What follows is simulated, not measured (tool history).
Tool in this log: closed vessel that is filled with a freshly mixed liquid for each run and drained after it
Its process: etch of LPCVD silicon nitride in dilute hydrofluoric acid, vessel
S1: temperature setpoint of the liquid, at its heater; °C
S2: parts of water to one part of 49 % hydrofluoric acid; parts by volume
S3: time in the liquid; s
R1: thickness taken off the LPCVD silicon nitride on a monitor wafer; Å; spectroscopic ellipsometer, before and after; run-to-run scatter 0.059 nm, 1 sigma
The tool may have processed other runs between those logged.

run	hour	S1	S2	S3	R1
1	0	24	100	1760	107.06
2	7.6	24.5	100	1760	110.16
3	14.9	24.5	100	1760	109.55
4	21.7	24.5	100	1760	110.09
5	24.8	24.5	70	1760	156.32
6	29.7	24.5	55	1760	198.75
7	36.7	23.5	55	1760	185.95
8	44.7	22.5	55	1760	172.79
9	52.9	22	55	1760	167.2
10	59.8	21.5	55	1760	161.61
11	61.9	21	55	1760	156.67

Expected results for the next run?
12	68.1	20.5	55	1760	?

{"run 12": {"R1": 150.98}}

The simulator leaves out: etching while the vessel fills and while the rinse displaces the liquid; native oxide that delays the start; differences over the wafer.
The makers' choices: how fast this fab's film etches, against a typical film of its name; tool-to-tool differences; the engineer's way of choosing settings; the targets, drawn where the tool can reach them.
